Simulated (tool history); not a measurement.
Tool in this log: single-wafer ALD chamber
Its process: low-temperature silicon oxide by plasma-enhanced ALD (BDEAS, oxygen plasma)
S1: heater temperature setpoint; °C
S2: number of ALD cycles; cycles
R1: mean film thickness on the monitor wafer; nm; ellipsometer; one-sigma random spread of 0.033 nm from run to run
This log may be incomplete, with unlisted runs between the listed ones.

| run | hour | S1 | S2 | R1 |
|---|---|---|---|---|
| 1 | 0 | 90 | 59 | 8.6381 |
| 2 | 5.4 | 95 | 58 | 8.3342 |
| 3 | 9.2 | 86 | 58 | 8.5414 |
| 4 | 14.8 | 86 | 65 | 9.6282 |
| 5 | 21.5 | 93 | 65 | 9.3721 |
| 6 | 22.2 | 98 | 63 | 8.9721 |
| 7 | 24 | 101 | 61 | 8.5921 |

Estimate the outcome of run 8 from the log above:
| 8 | 27.3 | 104 | 60 | ? |

{"run 8": {"R1": 8.358}}

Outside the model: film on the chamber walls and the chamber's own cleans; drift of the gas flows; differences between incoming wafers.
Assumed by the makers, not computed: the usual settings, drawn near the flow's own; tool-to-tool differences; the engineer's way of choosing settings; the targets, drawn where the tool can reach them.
